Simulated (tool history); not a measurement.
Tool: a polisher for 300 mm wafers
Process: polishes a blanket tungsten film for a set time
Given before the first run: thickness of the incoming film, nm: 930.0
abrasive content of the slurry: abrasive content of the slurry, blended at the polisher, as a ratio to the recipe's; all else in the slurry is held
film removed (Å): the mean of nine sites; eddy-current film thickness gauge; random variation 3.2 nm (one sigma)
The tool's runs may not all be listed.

run,day,flow of slurry (ml/min),pressure of the wafer on the pad (kPa),speed of the pad under the wafer (cm/s),abrasive content of the slurry,polishing time (s),film removed (Å)
1,0,245,32.4,136,1,55,3207.2
2,0.167,245,32.4,136,1,55,3237.8
3,0.433,245,39.3,136,1,55,3786.7
4,0.754,250,41.4,136,1,55,3937.1
5,0.879,250,41.4,136,1.1,55,4017.1
6,1.096,250,43.4,136,1.1,55,4127.5
7,1.171,255,45.5,136,1.1,55,4263.6

Run 8 comes next. What will it give?
8,1.512,255,50.3,136,1.1,55,?

film removed (Å): 4713.3
